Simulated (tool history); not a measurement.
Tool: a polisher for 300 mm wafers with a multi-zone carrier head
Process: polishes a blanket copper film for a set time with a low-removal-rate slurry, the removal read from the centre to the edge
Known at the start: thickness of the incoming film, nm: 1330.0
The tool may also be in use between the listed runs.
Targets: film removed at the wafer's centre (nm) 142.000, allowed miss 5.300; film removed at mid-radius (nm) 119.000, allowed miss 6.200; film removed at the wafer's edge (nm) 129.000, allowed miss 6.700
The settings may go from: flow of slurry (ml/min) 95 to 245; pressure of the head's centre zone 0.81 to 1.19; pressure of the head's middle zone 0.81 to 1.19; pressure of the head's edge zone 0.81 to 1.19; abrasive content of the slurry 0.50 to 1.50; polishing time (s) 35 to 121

run	hour	flow of slurry (ml/min)	pressure of the head's centre zone	pressure of the head's middle zone	pressure of the head's edge zone	abrasive content of the slurry	polishing time (s)	film removed at the wafer's centre (nm)	film removed at mid-radius (nm)	film removed at the wafer's edge (nm)
1	0.0	155	1.00	1.00	1.00	1.00	78	106.100	104.330	105.200
2	7.4	155	1.00	1.00	1.00	1.00	66	90.848	88.156	88.804
3	13.6	155	1.00	1.00	1.00	0.90	66	90.191	86.443	87.505
4	20.5	125	1.00	1.00	1.00	0.90	66	84.133	80.687	83.480
5	22.2	140	1.03	0.99	1.03	1.00	68	94.414	88.742	89.381
6	30.6	140	1.03	1.07	1.03	1.00	68	95.114	94.981	88.871
7	33.5	150	1.04	1.03	1.05	1.10	71	101.850	98.451	97.228
8	34.0	160	1.06	1.01	1.06	1.15	72	109.630	100.120	98.114
9	34.8	165	1.06	0.99	1.07	1.20	75	113.710	102.570	106.990
# hour 39.0: centre zone pressure recalibrated
10	39.0	175	1.07	0.99	1.08	1.25	76	112.170	103.420	110.790

5 next moves are on the table. One of them brings every result within its allowed miss. Which?
A	43.2	190	1.01	1.12	1.08	1.25	70	?	?	?
B	43.2	95	1.04	1.17	0.94	1.25	80	?	?	?
C	43.2	185	1.15	0.96	1.08	1.10	89	?	?	?
D	43.2	120	1.02	1.05	1.00	1.30	102	?	?	?
E	43.2	195	0.98	1.01	1.07	1.30	82	?	?	?

move	film removed at the wafer's centre (nm)	film removed at mid-radius (nm)	film removed at the wafer's edge (nm)
A	100.280	110.640	103.140
B	96.734	110.670	97.721
C	139.530	120.650	128.700
D	132.710	139.240	135.880
E	115.530	119.850	121.480
A: further off than the last run
B: further off than the last run
C: meets every target
D: nearer than the last run, and not there yet
E: nearer than the last run, and not there yet
Move C is the one to make.
